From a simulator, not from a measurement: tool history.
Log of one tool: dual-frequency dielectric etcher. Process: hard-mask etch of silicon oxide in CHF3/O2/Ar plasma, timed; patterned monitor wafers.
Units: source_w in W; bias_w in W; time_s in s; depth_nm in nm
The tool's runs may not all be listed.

{"run": 1, "hour": 0.0, "source_w": 490, "bias_w": 133, "time_s": 12.5, "depth_nm": 21.211}
{"run": 2, "hour": 6.9, "source_w": 480, "bias_w": 132, "time_s": 12.5, "depth_nm": 21.127}
{"run": 3, "hour": 12.3, "source_w": 480, "bias_w": 152, "time_s": 12.5, "depth_nm": 22.126}
{"run": 4, "hour": 13.0, "source_w": 460, "bias_w": 151, "time_s": 12.5, "depth_nm": 21.757}
{"run": 5, "hour": 19.1, "source_w": 460, "bias_w": 142, "time_s": 12.5, "depth_nm": 21.253}
{"run": 6, "hour": 26.3, "source_w": 460, "bias_w": 142, "time_s": 12.5, "depth_nm": 21.265}
{"run": 7, "hour": 32.2, "source_w": 450, "bias_w": 141, "time_s": 12.5, "depth_nm": 21.112}
{"run": 8, "hour": 35.6, "source_w": 450, "bias_w": 141, "time_s": 12.5, "depth_nm": 20.989}
{"run": 9, "hour": 37.9, "source_w": 440, "bias_w": 140, "time_s": 12.5, "depth_nm": 20.776}
{"run": 10, "hour": 44.3, "source_w": 440, "bias_w": 140, "time_s": 12.5, "depth_nm": 20.903}
{"run": 11, "hour": 51.4, "source_w": 430, "bias_w": 139, "time_s": 12.5, "depth_nm": 20.642}

The next listed run, before its measurement:
{"run": 12, "hour": 54.7, "source_w": 420, "bias_w": 138, "time_s": 12.5, "depth_nm": "?"}

Run 12 gave depth_nm 20.475 nm.
